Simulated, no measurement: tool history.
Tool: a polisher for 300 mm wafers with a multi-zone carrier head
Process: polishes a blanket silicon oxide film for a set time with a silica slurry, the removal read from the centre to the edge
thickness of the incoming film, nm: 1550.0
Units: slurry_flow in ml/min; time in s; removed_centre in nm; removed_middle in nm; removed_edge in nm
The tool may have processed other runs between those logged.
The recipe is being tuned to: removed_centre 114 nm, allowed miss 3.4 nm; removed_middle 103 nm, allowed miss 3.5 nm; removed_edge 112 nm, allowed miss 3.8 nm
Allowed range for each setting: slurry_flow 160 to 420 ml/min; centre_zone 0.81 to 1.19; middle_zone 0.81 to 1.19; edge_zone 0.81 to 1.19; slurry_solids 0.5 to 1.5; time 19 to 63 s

{"run": 1, "day": 0.0, "slurry_flow": 270, "centre_zone": 1, "middle_zone": 1, "edge_zone": 1, "slurry_solids": 1, "time": 41, "removed_centre": 153.57, "removed_middle": 149.26, "removed_edge": 151.57}
{"run": 2, "day": 0.038, "slurry_flow": 265, "centre_zone": 0.99, "middle_zone": 0.96, "edge_zone": 0.97, "slurry_solids": 0.9, "time": 41, "removed_centre": 141.51, "removed_middle": 137.84, "removed_edge": 139.83}
{"run": 3, "day": 0.379, "slurry_flow": 210, "centre_zone": 0.99, "middle_zone": 0.96, "edge_zone": 0.97, "slurry_solids": 0.9, "time": 41, "removed_centre": 139.08, "removed_middle": 133.09, "removed_edge": 137.65}
{"run": 4, "day": 0.65, "slurry_flow": 205, "centre_zone": 0.98, "middle_zone": 0.93, "edge_zone": 0.95, "slurry_solids": 0.85, "time": 41, "removed_centre": 130.64, "removed_middle": 123.54, "removed_edge": 133.24}
{"run": 5, "day": 0.975, "slurry_flow": 210, "centre_zone": 0.98, "middle_zone": 0.92, "edge_zone": 0.93, "slurry_solids": 0.8, "time": 41, "removed_centre": 125.41, "removed_middle": 118.81, "removed_edge": 123.3}
{"run": 6, "day": 1.142, "slurry_flow": 205, "centre_zone": 0.97, "middle_zone": 0.89, "edge_zone": 0.91, "slurry_solids": 0.8, "time": 41, "removed_centre": 123.5, "removed_middle": 115.62, "removed_edge": 122.62}
{"run": 7, "day": 1.204, "slurry_flow": 200, "centre_zone": 0.97, "middle_zone": 0.87, "edge_zone": 0.89, "slurry_solids": 0.8, "time": 41, "removed_centre": 123.17, "removed_middle": 111.83, "removed_edge": 121.58}
{"run": 8, "day": 1.317, "slurry_flow": 200, "centre_zone": 0.96, "middle_zone": 0.86, "edge_zone": 0.87, "slurry_solids": 0.8, "time": 41, "removed_centre": 121.38, "removed_middle": 111.63, "removed_edge": 119.3}
{"run": 9, "day": 1.629, "slurry_flow": 195, "centre_zone": 0.96, "middle_zone": 0.85, "edge_zone": 0.86, "slurry_solids": 0.8, "time": 41, "removed_centre": 120.61, "removed_middle": 111.75, "removed_edge": 117.28}
{"run": 10, "day": 1.808, "slurry_flow": 190, "centre_zone": 0.96, "middle_zone": 0.84, "edge_zone": 0.86, "slurry_solids": 0.8, "time": 41, "removed_centre": 118.92, "removed_middle": 109.07, "removed_edge": 119.11}

Exercise: of the 5 proposed moves below, exactly one satisfies all targets within the stated allowed misses. Which move is it?
{"run": "A", "day": 1.988, "slurry_flow": 195, "centre_zone": 0.9, "middle_zone": 0.82, "edge_zone": 0.88, "slurry_solids": 0.8, "time": 46, "removed_centre": "?", "removed_middle": "?", "removed_edge": "?"}
{"run": "B", "day": 1.988, "slurry_flow": 175, "centre_zone": 0.88, "middle_zone": 0.89, "edge_zone": 0.9, "slurry_solids": 0.8, "time": 43, "removed_centre": "?", "removed_middle": "?", "removed_edge": "?"}
{"run": "C", "day": 1.988, "slurry_flow": 180, "centre_zone": 0.93, "middle_zone": 0.94, "edge_zone": 0.95, "slurry_solids": 0.75, "time": 44, "removed_centre": "?", "removed_middle": "?", "removed_edge": "?"}
{"run": "D", "day": 1.988, "slurry_flow": 285, "centre_zone": 0.84, "middle_zone": 0.94, "edge_zone": 0.81, "slurry_solids": 0.7, "time": 44, "removed_centre": "?", "removed_middle": "?", "removed_edge": "?"}
{"run": "E", "day": 1.988, "slurry_flow": 175, "centre_zone": 0.96, "middle_zone": 0.84, "edge_zone": 0.84, "slurry_solids": 0.75, "time": 41, "removed_centre": "?", "removed_middle": "?", "removed_edge": "?"}

move=A removed_centre=126.29 removed_middle=120.14 removed_edge=135.9
move=B removed_centre=113.2 removed_middle=118.05 removed_edge=126.58
move=C removed_centre=117.62 removed_middle=121.24 removed_edge=127.18
move=D removed_centre=107.82 removed_middle=122.36 removed_edge=117.5
move=E removed_centre=112.48 removed_middle=102.44 removed_edge=111.78
A: lands further from the targets than the last run did
B: lands further from the targets than the last run did
C: lands further from the targets than the last run did
D: lands further from the targets than the last run did
E: every result within its allowed miss
So the answer is move E, the one that meets all the targets.

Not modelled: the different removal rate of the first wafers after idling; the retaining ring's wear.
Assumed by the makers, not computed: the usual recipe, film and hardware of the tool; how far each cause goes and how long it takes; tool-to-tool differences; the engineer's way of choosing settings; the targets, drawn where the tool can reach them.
